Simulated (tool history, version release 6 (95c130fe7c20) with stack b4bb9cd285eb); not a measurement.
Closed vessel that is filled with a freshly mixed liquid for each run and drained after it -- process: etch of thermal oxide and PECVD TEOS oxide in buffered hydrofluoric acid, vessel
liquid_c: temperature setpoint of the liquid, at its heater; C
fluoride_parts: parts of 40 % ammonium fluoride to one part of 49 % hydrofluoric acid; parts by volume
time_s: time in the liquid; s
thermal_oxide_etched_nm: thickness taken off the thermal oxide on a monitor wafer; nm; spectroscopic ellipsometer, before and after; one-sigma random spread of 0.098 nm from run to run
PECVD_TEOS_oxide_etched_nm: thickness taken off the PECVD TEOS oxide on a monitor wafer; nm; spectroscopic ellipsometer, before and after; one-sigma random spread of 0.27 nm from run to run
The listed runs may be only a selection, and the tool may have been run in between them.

run	hour	liquid_c	fluoride_parts	time_s	thermal_oxide_etched_nm	PECVD_TEOS_oxide_etched_nm
1	0.0	22.0	19.0	60	39.212	100.240
2	5.1	21.5	20.0	55	33.392	85.917
3	14.1	21.0	21.0	55	30.622	79.705
4	22.4	20.5	22.0	55	28.595	73.748
5	27.4	20.5	18.0	55	34.920	89.040
# hour 31.0: hydrofluoric acid flow meter replaced
6	31.0	20.0	19.0	55	28.968	74.781
7	36.8	19.5	20.0	55	26.571	69.437
8	38.4	17.0	26.0	35	12.175	31.815

Forecast run 9:
9	43.4	17.0	27.5	35	?	?

thermal_oxide_etched_nm: 11.817 nm
PECVD_TEOS_oxide_etched_nm: 30.042 nm

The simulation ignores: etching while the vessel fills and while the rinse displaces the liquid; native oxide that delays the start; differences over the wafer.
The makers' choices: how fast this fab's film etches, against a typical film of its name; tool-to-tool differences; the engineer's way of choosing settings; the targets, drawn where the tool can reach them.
